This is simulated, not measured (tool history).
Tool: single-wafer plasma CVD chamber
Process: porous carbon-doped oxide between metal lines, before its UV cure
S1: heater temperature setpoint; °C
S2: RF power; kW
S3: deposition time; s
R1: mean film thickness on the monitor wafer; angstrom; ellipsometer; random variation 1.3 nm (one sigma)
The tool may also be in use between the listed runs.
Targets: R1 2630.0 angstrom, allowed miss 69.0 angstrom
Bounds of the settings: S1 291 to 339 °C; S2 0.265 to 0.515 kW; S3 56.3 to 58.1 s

Run 1, day 0.000: S1 315 °C, S2 0.390 kW, S3 56.3 s. Result: R1 2199.2 angstrom.
Run 2, day 0.346: S1 311 °C, S2 0.405 kW, S3 56.4 s. Result: R1 2319.8 angstrom.
Run 3, day 0.471: S1 305 °C, S2 0.405 kW, S3 56.4 s. Result: R1 2392.8 angstrom.
Run 4, day 0.567: S1 303 °C, S2 0.410 kW, S3 56.5 s. Result: R1 2446.6 angstrom.
Run 5, day 0.862: S1 303 °C, S2 0.385 kW, S3 56.5 s. Result: R1 2314.9 angstrom.
Run 6, day 1.229: S1 312 °C, S2 0.385 kW, S3 56.5 s. Result: R1 2206.9 angstrom.
At day 1.496: thermocouple changed; heater temperature recalibrated.
Run 7, day 1.496: S1 308 °C, S2 0.400 kW, S3 56.6 s. Result: R1 2274.6 angstrom.
Run 8, day 1.808: S1 308 °C, S2 0.400 kW, S3 56.6 s. Result: R1 2250.1 angstrom.
Run 9, day 2.012: S1 305 °C, S2 0.415 kW, S3 56.9 s. Result: R1 2409.7 angstrom.
Run 10, day 2.304: S1 303 °C, S2 0.420 kW, S3 57.0 s. Result: R1 2435.4 angstrom.
Run 11, day 2.542: S1 303 °C, S2 0.420 kW, S3 57.0 s. Result: R1 2444.6 angstrom.

5 next moves are on the table. One of them brings every result within its allowed miss. Which?
Run A, day 2.779: S1 304 °C, S2 0.450 kW, S3 58.1 s. Result: R1 ?.
Run B, day 2.779: S1 303 °C, S2 0.395 kW, S3 56.3 s. Result: R1 ?.
Run C, day 2.779: S1 293 °C, S2 0.385 kW, S3 58.1 s. Result: R1 ?.
Run D, day 2.779: S1 297 °C, S2 0.470 kW, S3 58.1 s. Result: R1 ?.
Run E, day 2.779: S1 301 °C, S2 0.485 kW, S3 58.1 s. Result: R1 ?.

move      R1
   A  2631.7
   B  2292.5
   C  2431.0
   D  2813.6
   E  2823.2
A: meets every target
B: further off than the last run
C: further off than the last run
D: takes the result that was furthest off past its target
E: takes the result that was furthest off past its target
Answer: A

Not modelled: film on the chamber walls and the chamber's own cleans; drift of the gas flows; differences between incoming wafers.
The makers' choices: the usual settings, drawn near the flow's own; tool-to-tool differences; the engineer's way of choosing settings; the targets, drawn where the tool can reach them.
